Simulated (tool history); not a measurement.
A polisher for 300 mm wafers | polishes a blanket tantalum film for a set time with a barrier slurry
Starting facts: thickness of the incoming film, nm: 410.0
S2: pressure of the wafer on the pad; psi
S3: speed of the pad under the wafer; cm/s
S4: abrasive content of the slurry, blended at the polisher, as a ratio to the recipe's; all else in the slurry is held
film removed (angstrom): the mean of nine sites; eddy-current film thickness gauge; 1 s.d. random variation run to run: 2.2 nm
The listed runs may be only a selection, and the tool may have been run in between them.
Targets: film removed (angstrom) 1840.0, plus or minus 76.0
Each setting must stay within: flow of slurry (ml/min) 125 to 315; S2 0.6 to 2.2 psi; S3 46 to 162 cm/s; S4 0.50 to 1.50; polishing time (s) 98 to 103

{"run": 1, "hour": 0.0, "flow of slurry (ml/min)": 205, "S2": 1.4, "S3": 104, "S4": 1.0, "polishing time (s)": 98, "film removed (angstrom)": 1084.8}
{"run": 2, "hour": 0.5, "flow of slurry (ml/min)": 205, "S2": 1.6, "S3": 106, "S4": 1.0, "polishing time (s)": 98, "film removed (angstrom)": 1263.9}
{"run": 3, "hour": 7.6, "flow of slurry (ml/min)": 205, "S2": 1.6, "S3": 106, "S4": 0.85, "polishing time (s)": 98, "film removed (angstrom)": 1193.8}
{"run": 4, "hour": 11.6, "flow of slurry (ml/min)": 205, "S2": 1.6, "S3": 106, "S4": 1.0, "polishing time (s)": 98, "film removed (angstrom)": 1221.8}
{"run": 5, "hour": 13.7, "flow of slurry (ml/min)": 205, "S2": 1.8, "S3": 108, "S4": 1.0, "polishing time (s)": 98, "film removed (angstrom)": 1415.3}
{"run": 6, "hour": 15.3, "flow of slurry (ml/min)": 205, "S2": 1.8, "S3": 108, "S4": 1.0, "polishing time (s)": 98, "film removed (angstrom)": 1438.2}
{"run": 7, "hour": 16.6, "flow of slurry (ml/min)": 205, "S2": 1.9, "S3": 108, "S4": 1.0, "polishing time (s)": 98, "film removed (angstrom)": 1467.4}
{"run": 8, "hour": 20.5, "flow of slurry (ml/min)": 205, "S2": 2.0, "S3": 110, "S4": 1.0, "polishing time (s)": 98, "film removed (angstrom)": 1599.3}
{"run": 9, "hour": 22.7, "flow of slurry (ml/min)": 205, "S2": 2.1, "S3": 112, "S4": 1.0, "polishing time (s)": 98, "film removed (angstrom)": 1717.9}

Which one of the following 4 next-run settings gets every result inside its allowed miss? There is exactly one.
{"run": "A", "hour": 24.9, "flow of slurry (ml/min)": 185, "S2": 2.0, "S3": 114, "S4": 0.95, "polishing time (s)": 98, "film removed (angstrom)": "?"}
{"run": "B", "hour": 24.9, "flow of slurry (ml/min)": 310, "S2": 1.9, "S3": 116, "S4": 1.35, "polishing time (s)": 98, "film removed (angstrom)": "?"}
{"run": "C", "hour": 24.9, "flow of slurry (ml/min)": 225, "S2": 1.7, "S3": 118, "S4": 1.1, "polishing time (s)": 103, "film removed (angstrom)": "?"}
{"run": "D", "hour": 24.9, "flow of slurry (ml/min)": 225, "S2": 1.9, "S3": 112, "S4": 1.05, "polishing time (s)": 98, "film removed (angstrom)": "?"}

move=A film_removed_(angstrom)=1622.5
move=B film_removed_(angstrom)=1856.6
move=C film_removed_(angstrom)=1624.5
move=D film_removed_(angstrom)=1613.9
A: lands further from the targets than the last run did
B: in spec on every target
C: lands further from the targets than the last run did
D: lands further from the targets than the last run did
Go with B: it meets all targets.

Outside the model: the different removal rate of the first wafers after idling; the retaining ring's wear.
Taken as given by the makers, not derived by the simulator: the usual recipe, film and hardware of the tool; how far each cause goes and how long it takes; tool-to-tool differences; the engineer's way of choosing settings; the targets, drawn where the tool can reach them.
